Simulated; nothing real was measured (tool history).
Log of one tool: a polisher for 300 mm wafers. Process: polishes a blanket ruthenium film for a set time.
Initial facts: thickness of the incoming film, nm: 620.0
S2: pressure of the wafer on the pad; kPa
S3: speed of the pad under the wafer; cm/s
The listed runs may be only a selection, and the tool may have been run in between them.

Run 1, hour 0.0: flow of slurry (ml/min) 240, S2 16.5 kPa, S3 120 cm/s, polishing time (s) 26. Result: film removed (Å) 390.92.
Run 2, hour 2.7: flow of slurry (ml/min) 275, S2 16.5 kPa, S3 120 cm/s, polishing time (s) 26. Result: film removed (Å) 389.83.
Run 3, hour 10.6: flow of slurry (ml/min) 275, S2 15.9 kPa, S3 120 cm/s, polishing time (s) 26. Result: film removed (Å) 383.32.
Run 4, hour 19.0: flow of slurry (ml/min) 240, S2 15.9 kPa, S3 120 cm/s, polishing time (s) 26. Result: film removed (Å) 375.47.
Run 5, hour 27.9: flow of slurry (ml/min) 240, S2 19.3 kPa, S3 120 cm/s, polishing time (s) 26. Result: film removed (Å) 445.75.
Run 6, hour 28.8: flow of slurry (ml/min) 240, S2 19.3 kPa, S3 100 cm/s, polishing time (s) 26. Result: film removed (Å) 395.53.
Run 7, hour 36.7: flow of slurry (ml/min) 240, S2 17.9 kPa, S3 100 cm/s, polishing time (s) 26. Result: film removed (Å) 368.05.

Forecast run 8:
Run 8, hour 41.3: flow of slurry (ml/min) 240, S2 17.2 kPa, S3 100 cm/s, polishing time (s) 26. Result: film removed (Å) ?.

Run 8 produced film removed (Å) 358.44.
